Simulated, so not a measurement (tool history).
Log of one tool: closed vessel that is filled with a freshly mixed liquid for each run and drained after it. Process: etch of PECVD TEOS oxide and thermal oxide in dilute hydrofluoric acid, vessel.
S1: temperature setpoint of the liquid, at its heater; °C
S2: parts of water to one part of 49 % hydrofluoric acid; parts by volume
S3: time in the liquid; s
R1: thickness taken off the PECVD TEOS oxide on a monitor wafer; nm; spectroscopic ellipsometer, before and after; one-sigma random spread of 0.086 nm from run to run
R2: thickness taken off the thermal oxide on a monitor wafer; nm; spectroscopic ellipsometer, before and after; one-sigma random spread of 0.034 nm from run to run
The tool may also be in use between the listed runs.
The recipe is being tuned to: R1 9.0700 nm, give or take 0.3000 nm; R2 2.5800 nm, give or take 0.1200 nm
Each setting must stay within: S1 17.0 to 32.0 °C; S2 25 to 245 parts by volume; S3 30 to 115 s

run 1 hour=0.0 | S1=24.0 S2=135 S3=60 | R1=7.3848 R2=2.0574
run 2 hour=8.7 | S1=24.0 S2=150 S3=60 | R1=6.3293 R2=1.8561
run 3 hour=14.0 | S1=24.0 S2=150 S3=80 | R1=8.5187 R2=2.4016
run 4 hour=17.9 | S1=24.5 S2=150 S3=80 | R1=8.7021 R2=2.4492
run 5 hour=22.0 | S1=24.5 S2=150 S3=70 | R1=7.6005 R2=2.2313
run 6 hour=26.0 | S1=24.5 S2=145 S3=70 | R1=7.9156 R2=2.2016
run 7 hour=28.7 | S1=24.5 S2=140 S3=70 | R1=8.2140 R2=2.3233
run 8 hour=31.0 | S1=25.5 S2=140 S3=70 | R1=8.5143 R2=2.4626

Which single option among these 5 for the next run brings every result within its allowed miss of target? Just one does.
run A hour=33.3 | S1=23.0 S2=160 S3=90 | R1=? R2=?
run B hour=33.3 | S1=32.0 S2=210 S3=85 | R1=? R2=?
run C hour=33.3 | S1=26.0 S2=150 S3=70 | R1=? R2=?
run D hour=33.3 | S1=24.5 S2=130 S3=70 | R1=? R2=?
run E hour=33.3 | S1=27.0 S2=150 S3=70 | R1=? R2=?

move=A R1=8.5628 R2=2.4583
move=B R1=8.0252 R2=2.3040
move=C R1=8.0514 R2=2.3115
move=D R1=8.9869 R2=2.5801
move=E R1=8.3572 R2=2.3993
A: better than the last run, though not everything is in spec
B: further off than the last run
C: further off than the last run
D: each result inside its tolerance
E: further off than the last run
Go with D: it meets all targets.
